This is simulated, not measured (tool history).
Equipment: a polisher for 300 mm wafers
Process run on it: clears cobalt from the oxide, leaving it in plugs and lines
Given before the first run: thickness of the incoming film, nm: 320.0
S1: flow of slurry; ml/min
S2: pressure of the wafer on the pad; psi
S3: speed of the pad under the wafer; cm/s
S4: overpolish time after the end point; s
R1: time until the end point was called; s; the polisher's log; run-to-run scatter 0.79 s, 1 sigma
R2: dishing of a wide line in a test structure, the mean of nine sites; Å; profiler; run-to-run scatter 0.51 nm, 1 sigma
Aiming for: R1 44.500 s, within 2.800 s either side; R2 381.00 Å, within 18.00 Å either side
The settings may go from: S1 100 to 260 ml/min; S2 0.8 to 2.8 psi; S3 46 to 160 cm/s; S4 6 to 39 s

run	day	S1	S2	S3	S4	R1	R2
1	0.000	165	1.8	102	20	74.415	434.15
2	0.196	130	1.8	102	20	80.700	422.77
3	0.404	150	2.0	104	15	66.619	408.27
4	0.683	165	2.2	104	12	58.654	389.17
5	1.000	170	2.3	104	11	54.755	379.08
6	1.071	170	2.3	104	18	57.204	461.68
7	1.242	175	2.4	106	14	53.771	425.52
8	1.292	175	2.5	106	12	52.084	418.05
9	1.629	185	2.6	108	10	47.514	393.05
10	1.667	185	2.6	108	9	47.666	372.28

Consider the 5 candidate settings below. Which is the only one whose results all fall within their allowed miss of target?
A	1.704	165	2.6	100	11	?	?
B	1.704	170	2.5	108	11	?	?
C	1.704	155	2.8	110	9	?	?
D	1.704	195	2.7	96	11	?	?
E	1.704	260	2.1	114	11	?	?

move	R1	R2
A	51.688	388.26
B	49.591	395.44
C	44.315	379.53
D	50.469	392.48
E	52.697	385.04
A: misses by more than the last run did
B: misses by more than the last run did
C: every result within its allowed miss
D: misses by more than the last run did
E: misses by more than the last run did
C is the move that brings every result within its allowed miss.
